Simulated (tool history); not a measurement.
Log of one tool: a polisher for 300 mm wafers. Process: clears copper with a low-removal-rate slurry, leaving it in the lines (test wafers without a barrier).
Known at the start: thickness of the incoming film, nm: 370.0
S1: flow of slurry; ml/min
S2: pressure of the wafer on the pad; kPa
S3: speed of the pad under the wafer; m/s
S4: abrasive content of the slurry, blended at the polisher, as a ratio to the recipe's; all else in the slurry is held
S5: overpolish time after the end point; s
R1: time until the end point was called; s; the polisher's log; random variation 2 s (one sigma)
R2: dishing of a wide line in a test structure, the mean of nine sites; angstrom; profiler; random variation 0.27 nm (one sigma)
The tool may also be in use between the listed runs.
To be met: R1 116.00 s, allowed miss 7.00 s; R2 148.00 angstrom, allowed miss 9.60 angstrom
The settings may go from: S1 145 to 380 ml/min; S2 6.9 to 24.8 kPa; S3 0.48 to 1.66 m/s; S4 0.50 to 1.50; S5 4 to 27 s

run 1 day=0.000 | S1=245 S2=15.9 S3=1.06 S4=1.00 S5=14 | R1=173.33 R2=192.90
run 2 day=0.162 | S1=275 S2=15.9 S3=1.06 S4=1.00 S5=14 | R1=166.29 R2=196.55
run 3 day=0.438 | S1=280 S2=16.5 S3=1.06 S4=1.00 S5=13 | R1=164.31 R2=192.77
run 4 day=0.783 | S1=325 S2=16.5 S3=1.06 S4=1.00 S5=13 | R1=158.30 R2=187.83
run 5 day=0.829 | S1=325 S2=17.2 S3=1.06 S4=1.00 S5=12 | R1=153.02 R2=180.23
run 6 day=0.900 | S1=325 S2=19.3 S3=1.06 S4=1.00 S5=12 | R1=143.45 R2=199.82
run 7 day=1.200 | S1=330 S2=19.3 S3=1.08 S4=1.00 S5=11 | R1=140.74 R2=193.56
run 8 day=1.262 | S1=295 S2=22.1 S3=1.12 S4=1.05 S5=5 | R1=121.17 R2=103.53
run 9 day=1.525 | S1=300 S2=22.1 S3=1.12 S4=1.05 S5=5 | R1=121.00 R2=103.86

Which of these 4 next moves meets every target?
run A day=1.788 | S1=380 S2=22.1 S3=0.98 S4=0.85 S5=11 | R1=? R2=?
run B day=1.788 | S1=375 S2=20.7 S3=1.16 S4=1.30 S5=7 | R1=? R2=?
run C day=1.788 | S1=255 S2=18.6 S3=1.58 S4=1.00 S5=8 | R1=? R2=?
run D day=1.788 | S1=290 S2=20.7 S3=1.16 S4=1.10 S5=9 | R1=? R2=?

move=A R1=139.61 R2=190.23
move=B R1=117.53 R2=148.97
move=C R1=108.40 R2=178.87
move=D R1=124.15 R2=176.78
A: takes the result that was furthest off past its target
B: meets every target
C: takes the result that was furthest off past its target
D: takes the result that was furthest off past its target
The right move is B.
